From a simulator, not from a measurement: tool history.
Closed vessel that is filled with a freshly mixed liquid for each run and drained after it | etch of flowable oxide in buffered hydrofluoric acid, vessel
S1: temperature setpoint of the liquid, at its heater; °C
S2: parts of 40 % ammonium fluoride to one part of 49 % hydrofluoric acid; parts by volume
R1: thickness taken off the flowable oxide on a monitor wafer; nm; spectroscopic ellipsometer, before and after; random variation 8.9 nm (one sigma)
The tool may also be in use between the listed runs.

run 1 hour=0.0 | S1=23.0 S2=9.5 time_in_the_liquid_(s)=100 | R1=447.70
run 2 hour=8.2 | S1=24.5 S2=9.0 time_in_the_liquid_(s)=100 | R1=507.16
run 3 hour=11.1 | S1=26.0 S2=9.0 time_in_the_liquid_(s)=100 | R1=545.41
run 4 hour=14.4 | S1=27.0 S2=8.5 time_in_the_liquid_(s)=100 | R1=630.19
run 5 hour=17.2 | S1=27.0 S2=8.5 time_in_the_liquid_(s)=100 | R1=606.16
run 6 hour=21.8 | S1=27.0 S2=8.5 time_in_the_liquid_(s)=100 | R1=617.99
run 7 hour=30.2 | S1=28.0 S2=8.0 time_in_the_liquid_(s)=100 | R1=699.91
run 8 hour=34.5 | S1=28.5 S2=8.0 time_in_the_liquid_(s)=100 | R1=697.85
run 9 hour=42.8 | S1=29.0 S2=7.5 time_in_the_liquid_(s)=100 | R1=765.54

Run 10 comes next. What will it give?
run 10 hour=46.2 | S1=29.5 S2=7.5 time_in_the_liquid_(s)=100 | R1=?

{"run 10": {"R1": 801.27}}

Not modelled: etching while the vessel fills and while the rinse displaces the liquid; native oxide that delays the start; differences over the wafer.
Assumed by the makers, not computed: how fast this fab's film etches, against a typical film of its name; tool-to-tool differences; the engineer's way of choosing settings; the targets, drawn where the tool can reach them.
